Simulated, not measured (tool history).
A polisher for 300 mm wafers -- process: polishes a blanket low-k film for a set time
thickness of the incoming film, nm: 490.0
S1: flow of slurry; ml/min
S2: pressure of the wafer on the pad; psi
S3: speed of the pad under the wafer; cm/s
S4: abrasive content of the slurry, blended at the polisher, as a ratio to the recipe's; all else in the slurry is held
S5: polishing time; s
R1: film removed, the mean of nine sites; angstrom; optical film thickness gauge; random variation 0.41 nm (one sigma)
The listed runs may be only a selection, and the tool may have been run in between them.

run  hour   S1   S2   S3   S4  S5      R1
  1   0.0  195  1.3  110  1.0  83  305.21
  2   6.9  200  1.4  110  1.0  83  332.71
  3  11.2  200  1.4  110  1.1  83  346.77
  4  14.2  205  1.4  110  1.1  83  339.21
  5  20.7  205  1.5  110  1.1  83  371.54
  6  23.0  205  1.3  110  1.1  83  322.30

Predict the results of run 7:
  7  24.9  205  1.4  110  1.1  83   ?

R1: 346.58 angstrom
